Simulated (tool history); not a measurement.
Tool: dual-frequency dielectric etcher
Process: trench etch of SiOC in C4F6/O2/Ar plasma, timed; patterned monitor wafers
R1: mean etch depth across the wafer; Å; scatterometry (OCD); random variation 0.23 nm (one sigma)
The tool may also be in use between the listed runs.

run 1 hour=0 | source_power_(kW)=0.3 bias_power_(kW)=0.197 etch_time_(s)=27 | R1=560.02
run 2 hour=8.4 | source_power_(kW)=0.35 bias_power_(kW)=0.197 etch_time_(s)=27 | R1=584.93
run 3 hour=15.4 | source_power_(kW)=0.31 bias_power_(kW)=0.181 etch_time_(s)=27 | R1=537.55
run 4 hour=24.3 | source_power_(kW)=0.27 bias_power_(kW)=0.181 etch_time_(s)=27 | R1=512.13
run 5 hour=30.5 | source_power_(kW)=0.25 bias_power_(kW)=0.17 etch_time_(s)=27 | R1=476.81
run 6 hour=38.8 | source_power_(kW)=0.23 bias_power_(kW)=0.165 etch_time_(s)=27 | R1=455.63

Forecast run 7:
run 7 hour=39.6 | source_power_(kW)=0.22 bias_power_(kW)=0.161 etch_time_(s)=27 | R1=?

R1: 444.72 Å
